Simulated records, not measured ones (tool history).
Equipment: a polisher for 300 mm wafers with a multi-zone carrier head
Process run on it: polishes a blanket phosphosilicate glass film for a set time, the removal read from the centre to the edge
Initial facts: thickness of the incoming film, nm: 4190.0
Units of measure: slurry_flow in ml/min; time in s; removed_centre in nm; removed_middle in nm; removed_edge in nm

run 1 hour=0.0 | slurry_flow=155 centre_zone=1.00 middle_zone=1.00 edge_zone=1.00 slurry_solids=1.00 time=66 | removed_centre=638.06 removed_middle=623.24 removed_edge=629.02
run 2 hour=1.1 | slurry_flow=155 centre_zone=0.96 middle_zone=1.00 edge_zone=1.00 slurry_solids=1.00 time=66 | removed_centre=611.99 removed_middle=625.36 removed_edge=635.86
run 3 hour=2.8 | slurry_flow=145 centre_zone=0.95 middle_zone=0.97 edge_zone=0.97 slurry_solids=0.95 time=66 | removed_centre=584.15 removed_middle=595.77 removed_edge=616.28
run 4 hour=5.6 | slurry_flow=115 centre_zone=0.95 middle_zone=0.97 edge_zone=0.97 slurry_solids=0.95 time=66 | removed_centre=564.59 removed_middle=585.13 removed_edge=584.03
run 5 hour=13.3 | slurry_flow=110 centre_zone=0.95 middle_zone=0.95 edge_zone=0.96 slurry_solids=0.90 time=66 | removed_centre=530.35 removed_middle=556.56 removed_edge=554.94
run 6 hour=19.1 | slurry_flow=110 centre_zone=0.95 middle_zone=0.95 edge_zone=0.96 slurry_solids=0.90 time=54 | removed_centre=435.31 removed_middle=436.69 removed_edge=468.13
run 7 hour=19.9 | slurry_flow=155 centre_zone=1.00 middle_zone=0.98 edge_zone=1.06 slurry_solids=0.95 time=54 | removed_centre=501.77 removed_middle=480.79 removed_edge=526.38

Run 8 is up next; what results do you expect?
run 8 hour=27.9 | slurry_flow=160 centre_zone=1.00 middle_zone=0.99 edge_zone=1.06 slurry_solids=0.95 time=54 | removed_centre=? removed_middle=? removed_edge=?

For run 8 the tool returned removed_centre 501.53 nm, removed_middle 506.73 nm, removed_edge 533.82 nm.

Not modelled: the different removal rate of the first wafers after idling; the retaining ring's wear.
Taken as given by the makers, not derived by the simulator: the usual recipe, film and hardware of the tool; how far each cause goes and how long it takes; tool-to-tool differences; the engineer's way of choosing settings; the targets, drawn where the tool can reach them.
